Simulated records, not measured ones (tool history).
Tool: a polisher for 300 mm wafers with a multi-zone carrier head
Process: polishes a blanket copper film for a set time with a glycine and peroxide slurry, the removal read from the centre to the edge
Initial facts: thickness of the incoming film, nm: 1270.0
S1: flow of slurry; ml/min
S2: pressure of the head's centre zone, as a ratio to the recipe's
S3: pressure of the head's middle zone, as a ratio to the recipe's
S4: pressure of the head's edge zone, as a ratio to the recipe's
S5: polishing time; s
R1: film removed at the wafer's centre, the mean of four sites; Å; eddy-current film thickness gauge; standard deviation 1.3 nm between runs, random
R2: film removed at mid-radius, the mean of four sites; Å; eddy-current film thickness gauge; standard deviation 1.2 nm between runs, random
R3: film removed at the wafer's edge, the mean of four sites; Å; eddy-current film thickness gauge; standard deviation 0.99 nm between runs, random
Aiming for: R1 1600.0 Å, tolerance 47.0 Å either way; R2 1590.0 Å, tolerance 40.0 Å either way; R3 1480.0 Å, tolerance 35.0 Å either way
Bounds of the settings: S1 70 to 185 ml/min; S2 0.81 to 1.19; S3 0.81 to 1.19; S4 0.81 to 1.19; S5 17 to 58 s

run,hour,S1,S2,S3,S4,S5,R1,R2,R3
1,0.0,120,1.00,1.00,1.00,37,1757.3,1806.0,1715.7
2,2.7,120,1.00,0.95,1.00,37,1736.5,1742.3,1754.4
3,7.9,110,1.01,0.96,0.97,37,1729.5,1698.1,1667.0
4,10.4,100,1.01,0.97,0.96,37,1670.9,1667.5,1637.3
5,11.1,95,1.02,0.98,0.94,37,1657.0,1648.2,1589.7
6,13.1,95,1.09,0.98,0.94,37,1727.5,1673.9,1597.3
7,15.4,90,1.09,0.99,0.93,37,1705.2,1642.0,1550.3
8,19.4,85,1.08,1.00,0.93,37,1635.2,1604.2,1549.3
9,23.8,85,1.08,1.01,0.92,37,1663.8,1637.2,1537.7
10,26.8,70,1.07,1.01,0.89,37,1472.1,1498.5,1445.1
11,30.0,90,1.09,1.01,0.87,37,1702.3,1655.3,1511.3
12,33.3,85,1.09,1.01,0.87,37,1635.9,1614.6,1515.9

4 next moves are on the table. One of them brings every result within its allowed miss. Which?
A,36.6,75,0.99,1.01,0.94,38,?,?,?
B,36.6,70,1.11,1.02,0.85,39,?,?,?
C,36.6,85,1.09,0.98,0.87,38,?,?,?
D,36.6,75,0.99,1.03,0.87,38,?,?,?

move,R1,R2,R3
A,1511.1,1594.6,1547.2
B,1620.1,1595.8,1486.0
C,1721.2,1641.6,1544.3
D,1511.3,1619.0,1492.7
A: its largest miss is bigger than the last run's
B: hits every target within its allowed miss
C: its largest miss is bigger than the last run's
D: meets the target for the result that was furthest off, but another lies outside its allowed miss
The move that meets every target is B.
